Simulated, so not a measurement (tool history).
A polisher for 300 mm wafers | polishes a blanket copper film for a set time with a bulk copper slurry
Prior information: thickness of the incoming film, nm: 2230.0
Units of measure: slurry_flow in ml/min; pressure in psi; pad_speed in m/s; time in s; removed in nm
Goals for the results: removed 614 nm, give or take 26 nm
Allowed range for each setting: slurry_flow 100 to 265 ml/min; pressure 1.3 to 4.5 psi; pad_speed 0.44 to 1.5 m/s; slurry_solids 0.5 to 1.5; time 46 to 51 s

run  hour  slurry_flow  pressure  pad_speed  slurry_solids  time  removed
  1     0          170       2.9       0.96              1    51   483.82
  2   5.7          170       2.9       0.96            0.9    51   489.83
  3  10.1          175       3.1       0.96            0.9    51    525.4
  4  12.4          175       3.1       0.86            0.9    51   471.13
  5  19.2          180       3.3       0.86            0.9    51   504.43
  6  25.5          180       3.3       0.64            0.9    51   409.09
  7  34.3          180       3.7       0.64            0.9    51   442.98
  8    43          190         4       0.68            0.9    51   492.96

Exactly one of the 5 candidate moves below puts every result within its allowed miss. Which one?
  A  51.7          180       4.5        0.9           0.95    51        ?
  B  51.7          215       4.3        0.8           0.85    48        ?
  C  51.7          260       4.5       0.88           0.95    50        ?
  D  51.7          200       4.5        0.8            0.9    51        ?
  E  51.7          190         4       0.74            0.8    46        ?

move  removed
   A   675.47
   B   561.11
   C   683.26
   D   620.82
   E   463.95
A: the result that was furthest off in the last run now lies on the other side of its target
B: nearer the targets than the last run, but a result is still out of spec
C: the result that was furthest off in the last run now lies on the other side of its target
D: all results in spec
E: lands further from the targets than the last run did
D is the move that brings every result within its allowed miss.
